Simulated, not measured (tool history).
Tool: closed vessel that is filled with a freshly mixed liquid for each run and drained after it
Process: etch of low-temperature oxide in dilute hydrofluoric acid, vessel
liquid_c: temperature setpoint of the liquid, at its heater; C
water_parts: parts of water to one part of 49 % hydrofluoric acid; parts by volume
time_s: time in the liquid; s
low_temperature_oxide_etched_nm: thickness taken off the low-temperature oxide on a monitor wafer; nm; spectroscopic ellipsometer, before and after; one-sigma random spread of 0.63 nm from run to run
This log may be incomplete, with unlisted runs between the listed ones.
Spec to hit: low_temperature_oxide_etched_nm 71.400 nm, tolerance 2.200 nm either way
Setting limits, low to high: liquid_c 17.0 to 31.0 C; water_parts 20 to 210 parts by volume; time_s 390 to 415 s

run  hour  liquid_c  water_parts  time_s  low_temperature_oxide_etched_nm
  1   0.0      23.0          115     390                           49.736
  2   8.8      25.0          115     390                           52.760
  3  18.1      26.5          110     390                           59.384
  4  25.4      26.5          145     390                           43.697
  5  31.6      25.0          145     390                           40.398
  6  36.5      25.0          145     390                           40.438
  7  41.9      26.5          135     390                           45.993
  8  49.0      27.5          125     390                           54.140
  9  55.8      27.5          125     390                           52.529
 10  61.0      28.5          120     390                           57.800

Which of these 5 next moves meets every target?
  A  66.2      27.0          100     390                                ?
  B  66.2      28.0          110     415                                ?
  C  66.2      30.5          115     390                                ?
  D  66.2      31.0          115     415                                ?
  E  66.2      27.5          105     390                                ?

move  low_temperature_oxide_etched_nm
   A                           66.499
   B                           65.956
   C                           64.650
   D                           70.070
   E                           64.135
A: an improvement on the last run, though not all results are within tolerance
B: an improvement on the last run, though not all results are within tolerance
C: an improvement on the last run, though not all results are within tolerance
D: hits every target within its allowed miss
E: an improvement on the last run, though not all results are within tolerance
The right move is D.

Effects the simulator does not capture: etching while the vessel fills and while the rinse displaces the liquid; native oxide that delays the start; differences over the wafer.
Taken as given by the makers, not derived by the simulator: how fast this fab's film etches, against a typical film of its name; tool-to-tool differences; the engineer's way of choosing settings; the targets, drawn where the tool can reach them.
